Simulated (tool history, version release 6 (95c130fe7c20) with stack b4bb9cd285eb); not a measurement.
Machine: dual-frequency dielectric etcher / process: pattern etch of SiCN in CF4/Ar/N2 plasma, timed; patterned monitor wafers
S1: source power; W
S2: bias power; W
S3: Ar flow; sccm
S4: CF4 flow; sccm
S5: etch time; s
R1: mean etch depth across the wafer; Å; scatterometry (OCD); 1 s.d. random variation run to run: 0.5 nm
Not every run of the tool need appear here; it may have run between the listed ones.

{"run": 1, "hour": 0.0, "S1": 600, "S2": 51, "S3": 131, "S4": 72, "S5": 113, "R1": 1147.8}
{"run": 2, "hour": 5.5, "S1": 640, "S2": 51, "S3": 131, "S4": 72, "S5": 113, "R1": 1178.1}
{"run": 3, "hour": 7.3, "S1": 640, "S2": 51, "S3": 131, "S4": 72, "S5": 113, "R1": 1182.2}
{"run": 4, "hour": 10.7, "S1": 670, "S2": 53, "S3": 129, "S4": 73, "S5": 113, "R1": 1253.1}
{"run": 5, "hour": 16.7, "S1": 700, "S2": 54, "S3": 128, "S4": 73, "S5": 113, "R1": 1295.1}
{"run": 6, "hour": 18.0, "S1": 720, "S2": 55, "S3": 127, "S4": 73, "S5": 113, "R1": 1333.3}
{"run": 7, "hour": 26.0, "S1": 740, "S2": 56, "S3": 126, "S4": 73, "S5": 113, "R1": 1372}
{"run": 8, "hour": 32.9, "S1": 760, "S2": 57, "S3": 125, "S4": 73, "S5": 113, "R1": 1406.6}
{"run": 9, "hour": 38.6, "S1": 770, "S2": 58, "S3": 124, "S4": 73, "S5": 113, "R1": 1439.6}
{"run": 10, "hour": 47.6, "S1": 770, "S2": 58, "S3": 124, "S4": 73, "S5": 113, "R1": 1436.9}
{"run": 11, "hour": 53.0, "S1": 780, "S2": 58, "S3": 124, "S4": 73, "S5": 113, "R1": 1439.9}
{"run": 12, "hour": 53.8, "S1": 790, "S2": 59, "S3": 123, "S4": 73, "S5": 113, "R1": 1469.2}
{"run": 13, "hour": 61.7, "S1": 800, "S2": 59, "S3": 122, "S4": 73, "S5": 113, "R1": 1495.1}

Estimate the outcome of run 14 from the log above:
{"run": 14, "hour": 65.8, "S1": 810, "S2": 59, "S3": 122, "S4": 73, "S5": 113, "R1": "?"}

R1: 1491.2 Å
